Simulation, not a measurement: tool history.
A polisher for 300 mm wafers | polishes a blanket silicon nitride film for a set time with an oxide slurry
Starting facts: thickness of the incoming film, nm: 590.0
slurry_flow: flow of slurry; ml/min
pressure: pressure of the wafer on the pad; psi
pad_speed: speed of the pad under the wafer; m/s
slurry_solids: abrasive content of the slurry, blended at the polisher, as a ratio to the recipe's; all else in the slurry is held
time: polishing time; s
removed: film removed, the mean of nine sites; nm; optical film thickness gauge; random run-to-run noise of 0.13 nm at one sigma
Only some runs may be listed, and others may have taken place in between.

| run | hour | slurry_flow | pressure | pad_speed | slurry_solids | time | removed |
|---|---|---|---|---|---|---|---|
| 1 | 0 | 145 | 4.2 | 0.88 | 1 | 37 | 24.409 |
| 2 | 7.8 | 145 | 4.2 | 1 | 1 | 37 | 26.22 |
| 3 | 10.4 | 145 | 4.2 | 1 | 0.85 | 37 | 23.95 |
| 4 | 17.1 | 145 | 4.2 | 1.1 | 0.85 | 37 | 24.562 |
| 5 | 22.4 | 145 | 4.2 | 1.02 | 0.85 | 37 | 23.382 |
| 6 | 24.7 | 145 | 4.2 | 1.02 | 0.85 | 33 | 21.168 |
| 7 | 29.9 | 135 | 3.9 | 1.02 | 0.85 | 33 | 19.349 |

Run 8, settings as shown, results not yet in. Your forecast:
| 8 | 34.4 | 120 | 3.8 | 1.02 | 0.85 | 33 | ? |

removed: 18.732 nm

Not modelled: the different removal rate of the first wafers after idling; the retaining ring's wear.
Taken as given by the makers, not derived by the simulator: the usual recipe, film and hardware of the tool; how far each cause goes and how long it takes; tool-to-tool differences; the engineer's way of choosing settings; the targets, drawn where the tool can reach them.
